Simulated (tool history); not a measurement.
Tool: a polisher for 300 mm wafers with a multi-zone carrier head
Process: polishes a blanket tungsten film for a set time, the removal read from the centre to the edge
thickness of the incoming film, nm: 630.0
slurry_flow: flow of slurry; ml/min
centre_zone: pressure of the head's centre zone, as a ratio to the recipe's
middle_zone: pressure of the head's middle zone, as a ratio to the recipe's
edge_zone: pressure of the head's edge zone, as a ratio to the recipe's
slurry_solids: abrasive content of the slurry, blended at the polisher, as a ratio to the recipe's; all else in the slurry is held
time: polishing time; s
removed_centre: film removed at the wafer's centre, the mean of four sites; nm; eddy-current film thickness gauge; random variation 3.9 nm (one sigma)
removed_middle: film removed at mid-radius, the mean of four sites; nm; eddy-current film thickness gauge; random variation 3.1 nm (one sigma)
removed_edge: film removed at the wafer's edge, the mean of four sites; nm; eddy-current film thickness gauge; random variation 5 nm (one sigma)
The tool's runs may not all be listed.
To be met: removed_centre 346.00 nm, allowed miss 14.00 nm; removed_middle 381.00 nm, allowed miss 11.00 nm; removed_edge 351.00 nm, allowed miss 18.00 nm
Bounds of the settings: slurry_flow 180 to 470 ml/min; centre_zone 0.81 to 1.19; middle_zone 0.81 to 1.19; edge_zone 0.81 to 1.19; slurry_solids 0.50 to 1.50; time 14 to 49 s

run,hour,slurry_flow,centre_zone,middle_zone,edge_zone,slurry_solids,time,removed_centre,removed_middle,removed_edge
1,0.0,300,1.00,1.00,1.00,1.00,31,221.44,223.59,220.19
2,1.0,300,1.00,1.00,0.95,1.00,31,223.18,219.73,217.33
3,9.8,300,1.00,1.00,0.95,0.85,31,216.74,216.44,206.95
4,15.6,375,1.00,1.00,0.95,0.85,31,220.70,218.56,206.51
5,23.6,375,1.00,0.93,0.95,0.85,31,216.49,202.33,202.89
6,25.1,375,1.00,0.93,0.90,0.85,31,216.28,205.23,204.61
7,31.3,375,1.00,0.96,0.90,0.95,33,237.19,231.25,227.59
8,36.1,375,1.01,0.99,0.90,1.05,34,256.31,245.96,237.60
9,42.5,370,1.00,1.01,0.90,1.15,36,277.04,278.96,258.70
10,50.5,355,0.99,1.02,0.92,1.20,37,278.19,292.72,276.77
11,54.8,345,1.00,1.04,0.94,1.25,38,302.51,304.87,282.77
12,61.7,340,0.99,1.04,0.94,1.30,39,302.32,320.78,299.15
13,68.7,335,0.99,1.05,0.95,1.35,40,318.77,330.06,298.63
14,76.0,340,0.98,1.04,0.95,1.40,41,325.01,339.34,312.34
15,81.9,335,0.97,1.05,0.97,1.40,42,328.78,353.55,328.26

Which of these 4 next moves meets every target?
A,87.8,375,0.99,1.12,1.05,1.20,45,?,?,?
B,87.8,385,1.07,1.08,0.95,1.40,39,?,?,?
C,87.8,305,1.12,1.01,0.99,1.15,42,?,?,?
D,87.8,320,0.90,0.98,0.90,1.50,42,?,?,?

move,removed_centre,removed_middle,removed_edge
A,347.62,379.46,353.41
B,333.38,334.00,305.57
C,344.63,316.64,313.69
D,319.55,334.83,324.64
A: meets every target
B: further off than the last run
C: further off than the last run
D: further off than the last run
The right move is A.
